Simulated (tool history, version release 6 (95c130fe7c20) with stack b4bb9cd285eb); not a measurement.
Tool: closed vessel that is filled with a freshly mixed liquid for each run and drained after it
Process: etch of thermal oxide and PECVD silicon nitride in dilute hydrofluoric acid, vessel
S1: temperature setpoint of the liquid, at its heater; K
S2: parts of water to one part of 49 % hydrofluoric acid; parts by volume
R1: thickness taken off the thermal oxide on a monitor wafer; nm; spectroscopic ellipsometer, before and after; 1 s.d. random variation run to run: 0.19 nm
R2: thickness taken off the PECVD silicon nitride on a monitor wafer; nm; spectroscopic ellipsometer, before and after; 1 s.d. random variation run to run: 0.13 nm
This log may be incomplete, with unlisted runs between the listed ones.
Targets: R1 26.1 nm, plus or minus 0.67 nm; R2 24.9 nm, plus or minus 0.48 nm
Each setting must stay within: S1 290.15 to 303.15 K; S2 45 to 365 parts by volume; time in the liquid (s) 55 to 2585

run 1 hour=0 | S1=295.15 S2=205 time_in_the_liquid_(s)=1320 | R1=29.73 R2=23.388
run 2 hour=2.6 | S1=296.65 S2=225 time_in_the_liquid_(s)=1360 | R1=28.924 R2=24.025
run 3 hour=3.8 | S1=297.65 S2=240 time_in_the_liquid_(s)=1390 | R1=28.319 R2=24.559
run 4 hour=7.4 | S1=298.15 S2=250 time_in_the_liquid_(s)=1415 | R1=27.7 R2=24.766
run 5 hour=11.4 | S1=301.15 S2=250 time_in_the_liquid_(s)=1415 | R1=30.958 R2=29.479
run 6 hour=12.6 | S1=300.65 S2=260 time_in_the_liquid_(s)=1435 | R1=29.3 R2=28.15
run 7 hour=21.1 | S1=300.15 S2=265 time_in_the_liquid_(s)=1445 | R1=28.319 R2=26.943
run 8 hour=30.1 | S1=300.15 S2=265 time_in_the_liquid_(s)=1445 | R1=28.25 R2=26.839
run 9 hour=32.1 | S1=300.15 S2=270 time_in_the_liquid_(s)=1455 | R1=27.697 R2=26.684
run 10 hour=33.1 | S1=300.15 S2=270 time_in_the_liquid_(s)=1455 | R1=27.924 R2=26.549

5 candidate next runs follow, results not yet known. Just one meets every target within its allowed miss. Identify it.
run A hour=34.1 | S1=296.65 S2=215 time_in_the_liquid_(s)=1320 | R1=? R2=?
run B hour=34.1 | S1=300.15 S2=260 time_in_the_liquid_(s)=1430 | R1=? R2=?
run C hour=34.1 | S1=296.65 S2=235 time_in_the_liquid_(s)=1425 | R1=? R2=?
run D hour=34.1 | S1=298.65 S2=300 time_in_the_liquid_(s)=1640 | R1=? R2=?
run E hour=34.1 | S1=297.15 S2=335 time_in_the_liquid_(s)=2095 | R1=? R2=?

move=A R1=29.729 R2=24.482
move=B R1=28.755 R2=27.226
move=C R1=28.761 R2=24.206
move=D R1=26.046 R2=24.715
move=E R1=27.364 R2=25.845
A: the furthest-off result lands on target, but another misses its tolerance
B: further off than the last run
C: takes the result that was furthest off past its target
D: every result within its allowed miss
E: an improvement on the last run, though not all results are within tolerance
D is the move that brings every result within its allowed miss.
